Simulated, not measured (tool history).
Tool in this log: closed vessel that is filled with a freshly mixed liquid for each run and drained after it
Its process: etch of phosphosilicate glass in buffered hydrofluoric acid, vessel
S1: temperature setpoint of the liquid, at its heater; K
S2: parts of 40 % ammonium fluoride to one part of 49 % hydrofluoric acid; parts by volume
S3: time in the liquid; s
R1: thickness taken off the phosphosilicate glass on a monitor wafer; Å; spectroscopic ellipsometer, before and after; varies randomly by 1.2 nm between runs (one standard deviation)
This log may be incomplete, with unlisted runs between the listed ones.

run	hour	S1	S2	S3	R1
1	0.0	297.15	22.5	95	2678.4
2	5.4	294.15	22.5	95	2281.9
3	9.7	297.15	22.5	95	2663.1
4	10.6	297.15	22.5	95	2671.9
5	12.5	296.65	22.5	95	2616.8
6	20.7	293.15	22.5	95	2145.8
7	23.9	293.65	22.5	95	2193.8
8	29.6	294.15	22.5	95	2257.5

The next listed run, before its measurement:
9	32.9	294.65	22.5	95	?

Run 9 yielded R1 2344.8 Å.
